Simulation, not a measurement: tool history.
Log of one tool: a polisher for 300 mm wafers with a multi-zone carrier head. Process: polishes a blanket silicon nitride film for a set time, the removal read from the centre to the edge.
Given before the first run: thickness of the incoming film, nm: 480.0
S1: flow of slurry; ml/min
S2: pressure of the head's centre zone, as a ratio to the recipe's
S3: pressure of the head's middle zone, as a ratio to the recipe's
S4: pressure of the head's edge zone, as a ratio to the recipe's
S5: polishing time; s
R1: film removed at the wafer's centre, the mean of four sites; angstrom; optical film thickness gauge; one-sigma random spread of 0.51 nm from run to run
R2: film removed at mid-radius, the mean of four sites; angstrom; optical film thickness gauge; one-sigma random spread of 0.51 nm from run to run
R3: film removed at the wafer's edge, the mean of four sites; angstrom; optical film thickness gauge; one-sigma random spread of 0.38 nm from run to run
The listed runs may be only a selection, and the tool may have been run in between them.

Run 1, hour 0.0: S1 155 ml/min, S2 1.00, S3 1.00, S4 1.00, S5 54 s. Result: R1 991.94 angstrom, R2 950.35 angstrom, R3 967.23 angstrom.
Run 2, hour 5.7: S1 150 ml/min, S2 0.97, S3 0.99, S4 0.97, S5 48 s. Result: R1 837.46 angstrom, R2 833.43 angstrom, R3 832.19 angstrom.
Run 3, hour 7.6: S1 180 ml/min, S2 0.97, S3 0.99, S4 0.97, S5 48 s. Result: R1 860.99 angstrom, R2 865.06 angstrom, R3 858.01 angstrom.
Run 4, hour 9.9: S1 180 ml/min, S2 0.93, S3 0.99, S4 0.97, S5 48 s. Result: R1 840.24 angstrom, R2 867.05 angstrom, R3 860.11 angstrom.
Run 5, hour 12.0: S1 160 ml/min, S2 0.93, S3 0.99, S4 0.97, S5 48 s. Result: R1 820.28 angstrom, R2 842.68 angstrom, R3 845.04 angstrom.
Run 6, hour 15.8: S1 130 ml/min, S2 0.93, S3 0.99, S4 0.97, S5 48 s. Result: R1 778.59 angstrom, R2 803.94 angstrom, R3 823.10 angstrom.
Run 7, hour 24.5: S1 130 ml/min, S2 0.93, S3 0.99, S4 0.97, S5 48 s. Result: R1 781.43 angstrom, R2 808.97 angstrom, R3 827.46 angstrom.
Run 8, hour 29.1: S1 130 ml/min, S2 0.92, S3 0.97, S4 0.95, S5 44 s. Result: R1 694.55 angstrom, R2 732.41 angstrom, R3 741.93 angstrom.
Run 9, hour 32.4: S1 110 ml/min, S2 0.88, S3 0.87, S4 0.85, S5 31 s. Result: R1 455.21 angstrom, R2 442.25 angstrom, R3 493.13 angstrom.
Run 10, hour 37.5: S1 110 ml/min, S2 0.88, S3 0.87, S4 0.85, S5 31 s. Result: R1 458.02 angstrom, R2 447.73 angstrom, R3 482.58 angstrom.
Run 11, hour 45.6: S1 120 ml/min, S2 0.87, S3 0.88, S4 0.85, S5 31 s. Result: R1 463.61 angstrom, R2 461.43 angstrom, R3 495.36 angstrom.
Run 12, hour 51.8: S1 125 ml/min, S2 0.86, S3 0.89, S4 0.85, S5 31 s. Result: R1 464.42 angstrom, R2 469.14 angstrom, R3 501.21 angstrom.

Estimate the outcome of run 13 from the log above:
Run 13, hour 52.6: S1 130 ml/min, S2 0.86, S3 0.90, S4 0.85, S5 31 s. Result: R1 ?, R2 ?, R3 ?.

Logged for run 13: R1 473.16 angstrom, R2 478.12 angstrom, R3 501.72 angstrom.
